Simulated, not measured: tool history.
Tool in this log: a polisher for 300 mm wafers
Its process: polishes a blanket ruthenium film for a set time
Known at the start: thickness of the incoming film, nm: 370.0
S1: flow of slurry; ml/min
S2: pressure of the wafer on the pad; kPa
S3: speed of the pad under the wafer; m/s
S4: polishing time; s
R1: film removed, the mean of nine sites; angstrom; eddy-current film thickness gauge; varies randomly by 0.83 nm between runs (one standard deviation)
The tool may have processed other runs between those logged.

{"run": 1, "hour": 0.0, "S1": 300, "S2": 18.6, "S3": 1.08, "S4": 81, "R1": 1052.3}
{"run": 2, "hour": 4.1, "S1": 300, "S2": 22.8, "S3": 1.08, "S4": 81, "R1": 1271.4}
{"run": 3, "hour": 8.5, "S1": 300, "S2": 20.7, "S3": 1.06, "S4": 81, "R1": 1152.4}
{"run": 4, "hour": 11.7, "S1": 300, "S2": 18.6, "S3": 1.04, "S4": 81, "R1": 1021.3}
{"run": 5, "hour": 18.7, "S1": 300, "S2": 18.6, "S3": 0.82, "S4": 81, "R1": 801.62}
{"run": 6, "hour": 27.0, "S1": 300, "S2": 17.9, "S3": 0.82, "S4": 81, "R1": 795.56}
{"run": 7, "hour": 31.7, "S1": 300, "S2": 13.1, "S3": 0.8, "S4": 81, "R1": 559.07}

What does the tool deliver on the next run?
{"run": 8, "hour": 35.1, "S1": 300, "S2": 13.8, "S3": 0.8, "S4": 81, "R1": "?"}

Run 8 measured R1 584.22 angstrom.

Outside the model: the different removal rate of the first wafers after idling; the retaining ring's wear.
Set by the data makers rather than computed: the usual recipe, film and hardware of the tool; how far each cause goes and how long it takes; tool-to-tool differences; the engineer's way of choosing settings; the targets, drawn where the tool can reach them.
